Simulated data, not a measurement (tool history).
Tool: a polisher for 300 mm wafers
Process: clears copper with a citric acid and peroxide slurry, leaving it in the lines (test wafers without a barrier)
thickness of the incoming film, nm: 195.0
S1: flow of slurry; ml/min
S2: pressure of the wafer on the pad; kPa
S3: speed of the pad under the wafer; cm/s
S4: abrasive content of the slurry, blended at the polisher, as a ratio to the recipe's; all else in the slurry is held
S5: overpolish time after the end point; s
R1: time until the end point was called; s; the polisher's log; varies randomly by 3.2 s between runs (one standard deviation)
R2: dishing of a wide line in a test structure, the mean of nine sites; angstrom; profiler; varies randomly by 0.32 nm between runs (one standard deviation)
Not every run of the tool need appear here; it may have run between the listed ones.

| run | hour | S1 | S2 | S3 | S4 | S5 | R1 | R2 |
|---|---|---|---|---|---|---|---|---|
| 1 | 0.0 | 170 | 20.0 | 88 | 1.0 | 10 | 93.495 | 156.69 |
| 2 | 6.2 | 170 | 16.5 | 88 | 1.0 | 10 | 104.970 | 137.53 |
| 3 | 12.4 | 140 | 16.5 | 88 | 1.0 | 10 | 114.260 | 137.61 |
| 4 | 16.0 | 140 | 16.5 | 88 | 1.0 | 8 | 114.250 | 103.19 |
| 5 | 17.7 | 135 | 15.2 | 88 | 1.0 | 9 | 124.000 | 107.96 |
| 6 | 24.6 | 135 | 20.0 | 88 | 1.0 | 9 | 96.987 | 139.08 |
| 7 | 26.2 | 135 | 18.6 | 88 | 1.0 | 10 | 101.200 | 146.24 |
| 8 | 28.3 | 135 | 17.2 | 86 | 1.0 | 11 | 113.480 | 145.00 |

For run 9, what comes out?
| 9 | 31.7 | 130 | 15.9 | 86 | 1.0 | 12 | ? | ? |

R1: 120.690 s
R2: 147.94 angstrom

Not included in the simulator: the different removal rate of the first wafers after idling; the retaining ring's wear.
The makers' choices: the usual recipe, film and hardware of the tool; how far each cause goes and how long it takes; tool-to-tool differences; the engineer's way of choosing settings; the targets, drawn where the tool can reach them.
